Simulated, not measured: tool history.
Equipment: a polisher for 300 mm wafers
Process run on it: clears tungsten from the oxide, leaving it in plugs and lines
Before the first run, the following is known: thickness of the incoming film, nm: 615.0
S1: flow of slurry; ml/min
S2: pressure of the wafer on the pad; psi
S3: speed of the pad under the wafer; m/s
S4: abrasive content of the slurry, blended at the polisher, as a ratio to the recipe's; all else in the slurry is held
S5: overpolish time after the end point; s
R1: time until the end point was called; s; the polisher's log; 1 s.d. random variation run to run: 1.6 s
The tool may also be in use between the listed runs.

run 1 day=0 | S1=220 S2=4 S3=1.16 S4=1 S5=4 | R1=151.49
run 2 day=0.133 | S1=220 S2=4.3 S3=1.16 S4=1 S5=4 | R1=140.42
run 3 day=0.358 | S1=220 S2=4.3 S3=0.96 S4=1 S5=4 | R1=172.47
run 4 day=0.642 | S1=220 S2=4.9 S3=0.96 S4=1 S5=4 | R1=148.3
run 5 day=0.954 | S1=220 S2=5.2 S3=0.96 S4=1 S5=4 | R1=138.25
run 6 day=1.167 | S1=220 S2=5.2 S3=0.8 S4=1 S5=4 | R1=171.39
run 7 day=1.408 | S1=220 S2=5.4 S3=0.84 S4=1 S5=4 | R1=155.11
run 8 day=1.783 | S1=220 S2=5.6 S3=0.88 S4=1 S5=4 | R1=142.9
-- day=1.933 slurry tank refilled with fresh slurry and peroxide
run 9 day=1.933 | S1=220 S2=5.7 S3=0.92 S4=1 S5=4 | R1=120.21
run 10 day=2.15 | S1=220 S2=5.8 S3=0.92 S4=1 S5=4 | R1=117.98
run 11 day=2.258 | S1=220 S2=5.9 S3=0.92 S4=1 S5=4 | R1=117.94

For run 12, what comes out?
run 12 day=2.304 | S1=220 S2=6 S3=0.92 S4=1 S5=4 | R1=?

Run 12 produced R1 114.63 s.
